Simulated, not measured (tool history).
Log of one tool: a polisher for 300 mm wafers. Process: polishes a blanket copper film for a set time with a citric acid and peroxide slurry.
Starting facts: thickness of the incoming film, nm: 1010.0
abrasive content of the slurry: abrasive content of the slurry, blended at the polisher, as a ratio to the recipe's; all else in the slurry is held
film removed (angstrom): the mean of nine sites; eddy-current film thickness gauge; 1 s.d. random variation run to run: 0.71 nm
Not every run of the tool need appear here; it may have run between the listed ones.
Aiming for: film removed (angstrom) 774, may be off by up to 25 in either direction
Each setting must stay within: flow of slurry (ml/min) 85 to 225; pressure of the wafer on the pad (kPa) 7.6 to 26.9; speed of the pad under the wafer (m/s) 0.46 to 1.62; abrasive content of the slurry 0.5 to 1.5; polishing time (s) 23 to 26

| run | hour | flow of slurry (ml/min) | pressure of the wafer on the pad (kPa) | speed of the pad under the wafer (m/s) | abrasive content of the slurry | polishing time (s) | film removed (angstrom) |
|---|---|---|---|---|---|---|---|
| 1 | 0 | 145 | 17.2 | 1.04 | 1 | 26 | 598.64 |
| 2 | 8.9 | 125 | 17.2 | 1.04 | 1 | 26 | 581.74 |
| 3 | 17.3 | 125 | 17.2 | 0.94 | 1 | 26 | 522.03 |
| 4 | 23.3 | 125 | 17.2 | 0.72 | 1 | 26 | 413.63 |
| 5 | 30.6 | 125 | 17.2 | 0.72 | 0.8 | 26 | 401.26 |
| 6 | 37.6 | 125 | 17.2 | 0.92 | 0.8 | 26 | 506.27 |
| 7 | 42.6 | 130 | 17.9 | 0.92 | 0.8 | 26 | 525.86 |
| 8 | 46.5 | 150 | 22.8 | 0.94 | 0.8 | 26 | 680.62 |
| 9 | 49.3 | 155 | 24.1 | 0.94 | 0.8 | 26 | 718.11 |
| 10 | 52.4 | 160 | 24.8 | 0.94 | 0.8 | 26 | 741.42 |

Which of these 5 next moves meets every target?
| A | 55.5 | 180 | 26.9 | 0.96 | 0.8 | 23 | ? |
| B | 55.5 | 175 | 26.9 | 0.9 | 0.8 | 26 | ? |
| C | 55.5 | 140 | 24.8 | 0.94 | 0.85 | 25 | ? |
| D | 55.5 | 175 | 22.8 | 1 | 0.8 | 26 | ? |
| E | 55.5 | 165 | 24.8 | 1.02 | 1 | 23 | ? |

| move | film removed (angstrom) |
|---|---|
| A | 731.33 |
| B | 773.43 |
| C | 706.05 |
| D | 738.32 |
| E | 736.75 |
A: further off than the last run
B: every result within its allowed miss
C: further off than the last run
D: further off than the last run
E: further off than the last run
The move that meets every target is B.
